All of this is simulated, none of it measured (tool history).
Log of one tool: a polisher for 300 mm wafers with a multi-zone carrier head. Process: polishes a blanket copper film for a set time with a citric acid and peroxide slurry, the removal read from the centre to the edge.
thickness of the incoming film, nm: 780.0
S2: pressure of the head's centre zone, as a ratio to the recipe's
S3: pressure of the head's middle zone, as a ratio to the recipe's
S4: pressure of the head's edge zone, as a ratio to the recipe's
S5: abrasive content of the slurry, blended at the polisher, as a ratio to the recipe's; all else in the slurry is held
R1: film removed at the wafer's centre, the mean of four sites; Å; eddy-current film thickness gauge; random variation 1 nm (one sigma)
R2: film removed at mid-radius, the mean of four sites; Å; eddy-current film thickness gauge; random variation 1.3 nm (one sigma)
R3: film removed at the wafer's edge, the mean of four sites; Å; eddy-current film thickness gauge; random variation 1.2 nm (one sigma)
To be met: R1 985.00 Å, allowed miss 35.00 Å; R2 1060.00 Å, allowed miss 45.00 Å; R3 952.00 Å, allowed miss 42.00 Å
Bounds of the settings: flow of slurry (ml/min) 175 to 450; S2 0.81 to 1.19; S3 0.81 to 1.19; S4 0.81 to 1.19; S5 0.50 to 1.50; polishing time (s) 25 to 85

run 1 hour=0.0 | flow_of_slurry_(ml/min)=290 S2=1.00 S3=1.00 S4=1.00 S5=1.00 polishing_time_(s)=55 | R1=1167.80 R2=1215.30 R3=1229.60
run 2 hour=2.6 | flow_of_slurry_(ml/min)=290 S2=1.00 S3=1.00 S4=1.00 S5=1.00 polishing_time_(s)=47 | R1=976.92 R2=1038.40 R3=998.19
run 3 hour=4.9 | flow_of_slurry_(ml/min)=290 S2=1.00 S3=1.00 S4=0.97 S5=1.00 polishing_time_(s)=47 | R1=987.99 R2=1067.00 R3=998.07
run 4 hour=8.3 | flow_of_slurry_(ml/min)=290 S2=1.00 S3=1.00 S4=0.96 S5=1.00 polishing_time_(s)=47 | R1=998.25 R2=1069.80 R3=1012.70
run 5 hour=9.0 | flow_of_slurry_(ml/min)=290 S2=1.00 S3=1.00 S4=0.96 S5=1.10 polishing_time_(s)=47 | R1=1007.50 R2=1049.80 R3=1013.40
run 6 hour=14.9 | flow_of_slurry_(ml/min)=290 S2=1.00 S3=1.00 S4=0.95 S5=1.10 polishing_time_(s)=47 | R1=1016.80 R2=1053.20 R3=1013.50
run 7 hour=17.4 | flow_of_slurry_(ml/min)=290 S2=1.00 S3=1.00 S4=0.94 S5=1.10 polishing_time_(s)=47 | R1=1027.00 R2=1072.50 R3=998.27
run 8 hour=20.0 | flow_of_slurry_(ml/min)=290 S2=1.00 S3=1.00 S4=0.93 S5=1.10 polishing_time_(s)=47 | R1=1019.90 R2=1058.80 R3=1003.00

4 next moves are on the table. One of them brings every result within its allowed miss. Which?
run A hour=22.6 | flow_of_slurry_(ml/min)=290 S2=1.05 S3=1.06 S4=0.90 S5=1.15 polishing_time_(s)=40 | R1=? R2=? R3=?
run B hour=22.6 | flow_of_slurry_(ml/min)=270 S2=1.00 S3=1.02 S4=0.87 S5=1.15 polishing_time_(s)=46 | R1=? R2=? R3=?
run C hour=22.6 | flow_of_slurry_(ml/min)=300 S2=1.01 S3=1.03 S4=0.81 S5=1.00 polishing_time_(s)=43 | R1=? R2=? R3=?
run D hour=22.6 | flow_of_slurry_(ml/min)=240 S2=1.04 S3=0.93 S4=0.94 S5=1.05 polishing_time_(s)=46 | R1=? R2=? R3=?

move=A R1=908.29 R2=959.18 R3=849.84
move=B R1=992.22 R2=1059.60 R3=957.19
move=C R1=926.68 R2=987.98 R3=855.04
move=D R1=995.27 R2=952.35 R3=968.30
A: takes the result that was furthest off past its target
B: meets every target
C: takes the result that was furthest off past its target
D: brings the result that was furthest off to its target, and leaves another outside
Move B is the one to make.
